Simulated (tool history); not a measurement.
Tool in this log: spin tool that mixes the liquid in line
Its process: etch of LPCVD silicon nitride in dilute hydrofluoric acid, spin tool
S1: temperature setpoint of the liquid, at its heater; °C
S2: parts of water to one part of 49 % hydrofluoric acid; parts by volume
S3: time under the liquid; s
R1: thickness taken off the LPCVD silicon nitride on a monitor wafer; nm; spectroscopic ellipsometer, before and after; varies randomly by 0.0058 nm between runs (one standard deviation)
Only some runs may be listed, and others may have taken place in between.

run,hour,S1,S2,S3,R1
1,0.0,23.0,70,55,0.35520
2,6.1,22.0,75,50,0.25182
3,7.1,22.0,75,55,0.29430
4,10.8,23.0,75,55,0.30990
5,13.0,22.0,75,55,0.28615
6,13.6,22.0,65,55,0.34360
7,15.5,21.0,70,55,0.30524
8,19.9,18.5,100,35,0.10402

What does the tool deliver on the next run?
9,21.2,19.5,100,35,?

{"run 9": {"R1": 0.11703}}

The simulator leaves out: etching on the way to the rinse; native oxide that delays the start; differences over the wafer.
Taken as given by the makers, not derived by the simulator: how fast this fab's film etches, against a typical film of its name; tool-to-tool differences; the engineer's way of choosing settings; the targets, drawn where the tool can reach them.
